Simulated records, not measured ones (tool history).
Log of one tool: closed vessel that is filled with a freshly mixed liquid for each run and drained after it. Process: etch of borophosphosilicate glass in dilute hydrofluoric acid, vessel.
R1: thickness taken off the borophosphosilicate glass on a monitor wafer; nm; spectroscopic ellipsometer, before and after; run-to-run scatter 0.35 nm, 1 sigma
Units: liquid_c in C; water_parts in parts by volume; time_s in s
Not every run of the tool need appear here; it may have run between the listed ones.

Run 1, day 0: liquid_c 23 C, water_parts 75 parts by volume, time_s 85 s. Result: R1 35.234 nm.
Run 2, day 0.258: liquid_c 23 C, water_parts 75 parts by volume, time_s 85 s. Result: R1 35.234 nm.
Run 3, day 0.621: liquid_c 23 C, water_parts 65 parts by volume, time_s 85 s. Result: R1 40.645 nm.
Run 4, day 0.921: liquid_c 23 C, water_parts 85 parts by volume, time_s 85 s. Result: R1 30.732 nm.
Run 5, day 1.246: liquid_c 24.5 C, water_parts 80 parts by volume, time_s 85 s. Result: R1 34.977 nm.
Run 6, day 1.612: liquid_c 24.5 C, water_parts 80 parts by volume, time_s 95 s. Result: R1 39.043 nm.
Run 7, day 1.775: liquid_c 25.5 C, water_parts 80 parts by volume, time_s 95 s. Result: R1 40.761 nm.
Run 8, day 2.133: liquid_c 29.5 C, water_parts 80 parts by volume, time_s 95 s. Result: R1 47.961 nm.

Expected results for the next run?
Run 9, day 2.396: liquid_c 30 C, water_parts 80 parts by volume, time_s 95 s. Result: R1 ?.

{"run 9": {"R1": 48.351}}
